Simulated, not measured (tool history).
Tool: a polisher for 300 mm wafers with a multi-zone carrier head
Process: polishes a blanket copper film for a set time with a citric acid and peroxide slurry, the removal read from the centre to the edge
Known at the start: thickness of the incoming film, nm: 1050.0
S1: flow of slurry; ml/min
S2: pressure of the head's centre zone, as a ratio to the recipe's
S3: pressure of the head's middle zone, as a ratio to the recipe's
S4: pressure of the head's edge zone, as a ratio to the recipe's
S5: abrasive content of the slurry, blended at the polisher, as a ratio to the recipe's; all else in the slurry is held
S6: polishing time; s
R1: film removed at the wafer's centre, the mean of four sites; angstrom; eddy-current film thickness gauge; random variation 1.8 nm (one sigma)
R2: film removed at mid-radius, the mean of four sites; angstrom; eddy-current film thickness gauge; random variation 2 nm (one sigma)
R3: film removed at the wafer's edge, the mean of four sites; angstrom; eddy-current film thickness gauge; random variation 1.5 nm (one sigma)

{"run": 1, "hour": 0.0, "S1": 280, "S2": 1, "S3": 1, "S4": 1, "S5": 1, "S6": 88, "R1": 1938.6, "R2": 1922.1, "R3": 1915.3}
{"run": 2, "hour": 3.7, "S1": 280, "S2": 0.98, "S3": 0.99, "S4": 0.99, "S5": 0.95, "S6": 87, "R1": 1829.4, "R2": 1837.3, "R3": 1894.6}
{"run": 3, "hour": 6.0, "S1": 280, "S2": 0.98, "S3": 1, "S4": 0.98, "S5": 0.9, "S6": 85, "R1": 1793.5, "R2": 1830.5, "R3": 1801}
{"run": 4, "hour": 10.5, "S1": 280, "S2": 1.02, "S3": 1, "S4": 0.98, "S5": 0.9, "S6": 85, "R1": 1850.4, "R2": 1820.2, "R3": 1811.7}
{"run": 5, "hour": 14.1, "S1": 280, "S2": 1.01, "S3": 1, "S4": 0.97, "S5": 0.85, "S6": 84, "R1": 1783.2, "R2": 1752.3, "R3": 1734.4}
{"run": 6, "hour": 17.0, "S1": 310, "S2": 1.01, "S3": 1, "S4": 0.97, "S5": 0.85, "S6": 84, "R1": 1833.5, "R2": 1765.1, "R3": 1744}
{"run": 7, "hour": 22.5, "S1": 305, "S2": 0.99, "S3": 1, "S4": 0.96, "S5": 0.8, "S6": 83, "R1": 1782.5, "R2": 1734.4, "R3": 1749.6}
{"run": 8, "hour": 29.6, "S1": 295, "S2": 0.98, "S3": 1, "S4": 0.95, "S5": 0.75, "S6": 82, "R1": 1654.6, "R2": 1658.4, "R3": 1663.2}
{"run": 9, "hour": 34.9, "S1": 230, "S2": 0.91, "S3": 0.96, "S4": 0.85, "S5": 0.7, "S6": 82, "R1": 1543.7, "R2": 1546.7, "R3": 1543.9}
{"run": 10, "hour": 35.7, "S1": 230, "S2": 0.9, "S3": 0.96, "S4": 0.85, "S5": 0.7, "S6": 82, "R1": 1530.8, "R2": 1611.5, "R3": 1534.3}

Run 11 comes next. What will it give?
{"run": 11, "hour": 38.6, "S1": 230, "S2": 0.89, "S3": 0.95, "S4": 0.85, "S5": 0.7, "S6": 82, "R1": "?", "R2": "?", "R3": "?"}

Run 11 gave R1 1473.7 angstrom, R2 1545.1 angstrom, R3 1523.2 angstrom.
